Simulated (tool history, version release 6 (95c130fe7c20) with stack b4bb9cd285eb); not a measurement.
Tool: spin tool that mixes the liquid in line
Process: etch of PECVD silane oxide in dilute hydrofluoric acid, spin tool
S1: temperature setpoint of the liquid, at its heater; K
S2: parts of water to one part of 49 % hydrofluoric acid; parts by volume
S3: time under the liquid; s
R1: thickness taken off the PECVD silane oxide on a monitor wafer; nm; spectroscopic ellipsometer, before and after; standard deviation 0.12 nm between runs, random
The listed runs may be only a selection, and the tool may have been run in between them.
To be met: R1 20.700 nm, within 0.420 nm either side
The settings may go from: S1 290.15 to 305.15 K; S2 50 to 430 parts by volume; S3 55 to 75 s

run	day	S1	S2	S3	R1
1	0.000	297.15	240	75	12.347
2	0.175	298.65	240	75	13.133
3	0.454	299.65	235	75	14.085
4	0.696	299.65	155	75	23.168
5	0.821	299.15	155	75	22.852
# day 0.938: thermometer replaced
6	0.938	297.65	155	75	23.539
7	1.192	297.65	160	75	22.786
8	1.496	297.65	170	75	21.032

4 next moves are on the table. One of them brings every result within its allowed miss. Which?
A	1.800	296.15	150	70	?
B	1.800	296.15	155	70	?
C	1.800	296.65	150	70	?
D	1.800	299.15	175	75	?

move	R1
A	21.873
B	21.050
C	22.298
D	21.862
A: lands further from the targets than the last run did
B: all results in spec
C: lands further from the targets than the last run did
D: lands further from the targets than the last run did
Go with B: it meets all targets.
